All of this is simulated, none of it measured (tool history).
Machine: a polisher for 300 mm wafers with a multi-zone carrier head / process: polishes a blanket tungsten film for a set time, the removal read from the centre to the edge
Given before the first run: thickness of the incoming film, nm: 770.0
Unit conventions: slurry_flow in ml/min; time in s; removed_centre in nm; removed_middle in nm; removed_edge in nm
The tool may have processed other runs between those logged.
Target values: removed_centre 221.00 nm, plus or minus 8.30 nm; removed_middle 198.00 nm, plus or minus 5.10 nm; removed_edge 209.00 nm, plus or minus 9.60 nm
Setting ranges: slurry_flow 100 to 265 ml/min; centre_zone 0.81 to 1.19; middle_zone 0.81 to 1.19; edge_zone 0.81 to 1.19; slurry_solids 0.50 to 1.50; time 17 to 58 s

| run | hour | slurry_flow | centre_zone | middle_zone | edge_zone | slurry_solids | time | removed_centre | removed_middle | removed_edge |
|---|---|---|---|---|---|---|---|---|---|---|
| 1 | 0.0 | 170 | 1.00 | 1.00 | 1.00 | 1.00 | 37 | 303.72 | 304.27 | 311.66 |
| 2 | 1.8 | 200 | 1.00 | 1.00 | 1.00 | 1.00 | 37 | 313.64 | 313.44 | 322.34 |
| 3 | 4.2 | 200 | 1.00 | 1.00 | 0.96 | 1.00 | 37 | 315.22 | 314.26 | 307.93 |
| 4 | 12.5 | 200 | 1.00 | 0.95 | 0.96 | 1.00 | 37 | 310.14 | 303.17 | 315.32 |
|  | 15.9 | edge zone pressure recalibrated |
| 5 | 15.9 | 225 | 1.00 | 0.95 | 0.96 | 1.00 | 37 | 321.03 | 309.09 | 314.05 |
| 6 | 16.6 | 220 | 1.00 | 0.93 | 0.94 | 0.90 | 36 | 300.36 | 290.40 | 286.92 |
| 7 | 25.4 | 210 | 1.01 | 0.91 | 0.95 | 0.85 | 35 | 289.06 | 272.60 | 279.13 |
| 8 | 30.6 | 200 | 1.01 | 0.89 | 0.94 | 0.80 | 34 | 281.80 | 259.35 | 268.08 |
| 9 | 38.7 | 160 | 0.95 | 0.81 | 0.86 | 0.55 | 27 | 193.67 | 175.03 | 189.14 |
| 10 | 45.9 | 170 | 0.96 | 0.82 | 0.87 | 0.55 | 27 | 196.24 | 178.41 | 193.52 |
| 11 | 51.9 | 180 | 0.97 | 0.83 | 0.87 | 0.55 | 27 | 197.47 | 180.70 | 189.61 |
| 12 | 54.1 | 185 | 0.98 | 0.84 | 0.89 | 0.55 | 27 | 203.72 | 185.45 | 197.03 |
| 13 | 60.9 | 190 | 0.99 | 0.84 | 0.90 | 0.55 | 27 | 202.45 | 182.39 | 195.95 |
| 14 | 69.9 | 195 | 1.00 | 0.85 | 0.91 | 0.55 | 27 | 209.61 | 188.46 | 199.23 |

Consider the 4 candidate settings below. Which is the only one whose results all fall within their allowed miss of target?
| A | 78.9 | 180 | 0.98 | 0.89 | 0.86 | 0.50 | 30 | ? | ? | ? |
| B | 78.9 | 185 | 1.01 | 0.86 | 0.92 | 0.60 | 28 | ? | ? | ? |
| C | 78.9 | 155 | 0.83 | 0.87 | 0.99 | 0.50 | 32 | ? | ? | ? |
| D | 78.9 | 120 | 0.92 | 0.81 | 1.03 | 0.50 | 31 | ? | ? | ? |

| move | removed_centre | removed_middle | removed_edge |
|---|---|---|---|
| A | 224.32 | 210.51 | 210.74 |
| B | 219.52 | 197.37 | 208.35 |
| C | 209.64 | 215.52 | 235.52 |
| D | 203.24 | 188.51 | 223.89 |
A: pushes the last run's worst result past its target
B: each result inside its tolerance
C: pushes the last run's worst result past its target
D: the biggest miss grows against the last run
Answer: B
